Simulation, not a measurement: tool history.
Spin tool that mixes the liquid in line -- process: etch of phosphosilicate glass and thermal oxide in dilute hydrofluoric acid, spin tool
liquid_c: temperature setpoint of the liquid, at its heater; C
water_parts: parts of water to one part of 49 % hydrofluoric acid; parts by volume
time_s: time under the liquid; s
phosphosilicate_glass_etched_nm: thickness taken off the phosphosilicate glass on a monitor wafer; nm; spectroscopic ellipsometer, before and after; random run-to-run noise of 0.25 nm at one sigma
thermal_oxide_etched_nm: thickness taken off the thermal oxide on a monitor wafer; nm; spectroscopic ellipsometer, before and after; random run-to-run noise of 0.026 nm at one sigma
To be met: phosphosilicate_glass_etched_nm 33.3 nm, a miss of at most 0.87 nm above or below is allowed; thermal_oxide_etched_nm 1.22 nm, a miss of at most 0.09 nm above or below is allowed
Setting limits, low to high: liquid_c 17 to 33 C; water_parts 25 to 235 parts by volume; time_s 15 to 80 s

run,day,liquid_c,water_parts,time_s,phosphosilicate_glass_etched_nm,thermal_oxide_etched_nm
1,0,25,130,40,39.245,1.4608
2,0.317,24.5,130,40,38.419,1.3825
3,0.525,24,130,40,37.693,1.4207
4,0.854,23.5,135,40,35.188,1.3106
5,0.912,23.5,135,55,48.072,1.7457
6,1.238,23.5,135,35,30.623,1.1113
7,1.383,23.5,135,35,30.866,1.1452
8,1.596,24.5,135,35,31.972,1.1755

Exercise: of the 4 proposed moves below, exactly one satisfies all targets within the stated allowed misses. Which move is it?
A,1.808,21.5,110,30,?,?
B,1.808,22,105,30,?,?
C,1.808,25,105,25,?,?
D,1.808,17,105,35,?,?

move,phosphosilicate_glass_etched_nm,thermal_oxide_etched_nm
A,30.557,1.1066
B,32.851,1.1897
C,30.834,1.1167
D,31.203,1.13
A: misses by more than the last run did
B: in spec on every target
C: misses by more than the last run did
D: misses by more than the last run did
The right move is B.

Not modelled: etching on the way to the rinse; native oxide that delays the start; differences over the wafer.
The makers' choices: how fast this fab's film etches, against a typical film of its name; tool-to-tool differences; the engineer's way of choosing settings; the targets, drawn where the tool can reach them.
